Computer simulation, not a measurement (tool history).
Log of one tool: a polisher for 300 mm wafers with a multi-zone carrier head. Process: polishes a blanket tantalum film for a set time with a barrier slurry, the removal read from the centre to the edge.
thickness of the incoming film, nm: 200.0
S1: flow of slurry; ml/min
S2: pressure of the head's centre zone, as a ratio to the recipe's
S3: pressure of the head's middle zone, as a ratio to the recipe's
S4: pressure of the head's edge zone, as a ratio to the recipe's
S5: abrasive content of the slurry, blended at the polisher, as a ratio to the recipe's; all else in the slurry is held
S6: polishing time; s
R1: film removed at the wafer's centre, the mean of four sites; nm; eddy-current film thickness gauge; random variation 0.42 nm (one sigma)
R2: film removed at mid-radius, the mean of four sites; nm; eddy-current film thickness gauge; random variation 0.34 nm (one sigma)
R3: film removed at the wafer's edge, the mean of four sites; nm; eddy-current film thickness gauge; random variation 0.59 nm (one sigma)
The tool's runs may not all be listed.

run 1 hour=0.0 | S1=165 S2=1.00 S3=1.00 S4=1.00 S5=1.00 S6=30 | R1=64.063 R2=63.436 R3=64.694
run 2 hour=7.9 | S1=160 S2=0.96 S3=1.00 S4=0.96 S5=0.85 S6=29 | R1=56.890 R2=58.070 R3=57.362
run 3 hour=12.3 | S1=150 S2=0.92 S3=0.99 S4=0.94 S5=0.80 S6=29 | R1=54.087 R2=57.659 R3=56.142
run 4 hour=16.3 | S1=145 S2=0.89 S3=0.98 S4=0.93 S5=0.70 S6=29 | R1=50.989 R2=54.421 R3=52.301
run 5 hour=22.3 | S1=185 S2=0.89 S3=0.98 S4=0.93 S5=0.70 S6=29 | R1=52.040 R2=57.401 R3=53.835
run 6 hour=26.6 | S1=150 S2=0.89 S3=0.98 S4=0.93 S5=0.70 S6=29 | R1=50.050 R2=54.837 R3=52.270
run 7 hour=31.4 | S1=150 S2=0.89 S3=0.98 S4=0.93 S5=0.70 S6=29 | R1=50.545 R2=54.778 R3=53.064

Forecast run 8:
run 8 hour=40.2 | S1=115 S2=0.81 S3=0.94 S4=0.84 S5=0.50 S6=29 | R1=? R2=? R3=?

Run 8 gave R1 39.214 nm, R2 45.095 nm, R3 44.396 nm.

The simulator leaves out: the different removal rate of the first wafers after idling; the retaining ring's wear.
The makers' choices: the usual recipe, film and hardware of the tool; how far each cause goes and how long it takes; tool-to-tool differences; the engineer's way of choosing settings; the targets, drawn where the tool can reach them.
